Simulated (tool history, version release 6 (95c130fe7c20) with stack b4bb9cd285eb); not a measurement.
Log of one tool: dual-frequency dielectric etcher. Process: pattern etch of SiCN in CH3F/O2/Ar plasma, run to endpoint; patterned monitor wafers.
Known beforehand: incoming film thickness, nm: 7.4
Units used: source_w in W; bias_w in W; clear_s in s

run,hour,source_w,bias_w,clear_s
1,0,460,58,18.196
2,1,460,50,20.149
3,6.6,500,53,18.722
4,12.2,530,55,17.952
5,15.4,450,55,19.486
6,22.4,490,56,18.477
7,25.1,490,56,18.428
8,30.4,520,57,17.816
9,33.5,520,57,17.665
10,40.7,540,58,17.393

Run 11, settings as shown, results not yet in. Your forecast:
11,43.7,560,59,?

clear_s: 17.067 s

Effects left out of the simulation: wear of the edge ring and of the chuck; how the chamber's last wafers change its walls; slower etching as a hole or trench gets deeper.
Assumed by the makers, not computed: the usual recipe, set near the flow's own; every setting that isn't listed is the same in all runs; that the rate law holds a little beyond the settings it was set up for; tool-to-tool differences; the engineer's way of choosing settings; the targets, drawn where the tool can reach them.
